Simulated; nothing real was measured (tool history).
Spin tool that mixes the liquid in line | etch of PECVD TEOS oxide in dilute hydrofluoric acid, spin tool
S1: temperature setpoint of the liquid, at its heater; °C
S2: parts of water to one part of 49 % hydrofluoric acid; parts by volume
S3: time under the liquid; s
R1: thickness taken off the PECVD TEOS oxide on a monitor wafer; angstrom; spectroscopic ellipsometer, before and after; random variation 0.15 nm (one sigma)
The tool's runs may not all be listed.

run 1 hour=0.0 | S1=22.0 S2=230 S3=280 | R1=182.41
run 2 hour=7.1 | S1=24.0 S2=215 S3=280 | R1=213.73
run 3 hour=8.5 | S1=25.5 S2=205 S3=280 | R1=242.04
run 4 hour=12.1 | S1=25.5 S2=205 S3=300 | R1=257.10
run 5 hour=12.8 | S1=26.5 S2=200 S3=300 | R1=274.96
run 6 hour=17.6 | S1=26.5 S2=200 S3=300 | R1=275.36
run 7 hour=24.9 | S1=27.5 S2=200 S3=300 | R1=286.06

Forecast run 8:
run 8 hour=27.0 | S1=28.0 S2=200 S3=300 | R1=?

R1: 289.36 angstrom
